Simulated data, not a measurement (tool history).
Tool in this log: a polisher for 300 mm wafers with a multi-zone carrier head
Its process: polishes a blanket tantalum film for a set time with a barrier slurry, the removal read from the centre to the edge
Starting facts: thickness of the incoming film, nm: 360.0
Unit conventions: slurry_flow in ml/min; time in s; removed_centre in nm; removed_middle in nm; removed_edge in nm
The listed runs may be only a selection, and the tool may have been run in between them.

run 1 day=0 | slurry_flow=205 centre_zone=1 middle_zone=1 edge_zone=1 slurry_solids=1 time=50 | removed_centre=77.839 removed_middle=76.342 removed_edge=82.076
run 2 day=0.083 | slurry_flow=200 centre_zone=0.98 middle_zone=1.01 edge_zone=1 slurry_solids=1 time=50 | removed_centre=76.395 removed_middle=76.715 removed_edge=81.871
run 3 day=0.296 | slurry_flow=200 centre_zone=0.96 middle_zone=1.02 edge_zone=1 slurry_solids=1 time=50 | removed_centre=74.824 removed_middle=76.756 removed_edge=80.277
run 4 day=0.625 | slurry_flow=200 centre_zone=0.94 middle_zone=1.03 edge_zone=1.02 slurry_solids=1 time=50 | removed_centre=73.509 removed_middle=78.971 removed_edge=81.46
run 5 day=0.871 | slurry_flow=200 centre_zone=0.94 middle_zone=1.03 edge_zone=1.02 slurry_solids=1.1 time=50 | removed_centre=78.038 removed_middle=81.996 removed_edge=85.053
run 6 day=1.238 | slurry_flow=190 centre_zone=0.92 middle_zone=1.03 edge_zone=1.02 slurry_solids=1.1 time=50 | removed_centre=72.535 removed_middle=79.846 removed_edge=84.117
run 7 day=1.575 | slurry_flow=185 centre_zone=0.92 middle_zone=1.03 edge_zone=1.02 slurry_solids=1.1 time=50 | removed_centre=72.104 removed_middle=80.197 removed_edge=83.465

What will run 8 give?
run 8 day=1.833 | slurry_flow=180 centre_zone=0.92 middle_zone=1.03 edge_zone=1.02 slurry_solids=1.1 time=50 | removed_centre=? removed_middle=? removed_edge=?

Run 8 came out at removed_centre 72.557 nm, removed_middle 78.849 nm, removed_edge 83.922 nm.
